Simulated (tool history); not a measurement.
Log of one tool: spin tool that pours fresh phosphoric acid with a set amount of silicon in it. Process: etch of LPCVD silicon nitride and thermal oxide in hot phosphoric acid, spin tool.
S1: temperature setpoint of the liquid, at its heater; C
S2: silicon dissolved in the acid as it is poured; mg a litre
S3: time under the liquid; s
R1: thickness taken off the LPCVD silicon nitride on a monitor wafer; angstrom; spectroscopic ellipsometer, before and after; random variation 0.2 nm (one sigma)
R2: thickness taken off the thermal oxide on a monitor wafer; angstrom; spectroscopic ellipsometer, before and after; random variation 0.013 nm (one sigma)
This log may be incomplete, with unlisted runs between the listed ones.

{"run": 1, "hour": 0.0, "S1": 163.0, "S2": 23.5, "S3": 180, "R1": 180.85, "R2": 3.7366}
{"run": 2, "hour": 2.1, "S1": 162.5, "S2": 30.5, "S3": 190, "R1": 185.75, "R2": 2.7971}
{"run": 3, "hour": 10.6, "S1": 162.5, "S2": 35.5, "S3": 195, "R1": 187.22, "R2": 2.2378}
{"run": 4, "hour": 15.4, "S1": 161.0, "S2": 35.5, "S3": 195, "R1": 182.87, "R2": 1.9592}
{"run": 5, "hour": 19.5, "S1": 161.0, "S2": 42.5, "S3": 195, "R1": 179.06, "R2": 1.2458}
{"run": 6, "hour": 27.9, "S1": 160.0, "S2": 42.5, "S3": 195, "R1": 176.53, "R2": 1.1259}

For run 7, what comes out?
{"run": 7, "hour": 31.7, "S1": 160.5, "S2": 43.0, "S3": 200, "R1": "?", "R2": "?"}

{"run 7": {"R1": 179.08, "R2": 1.4036}}
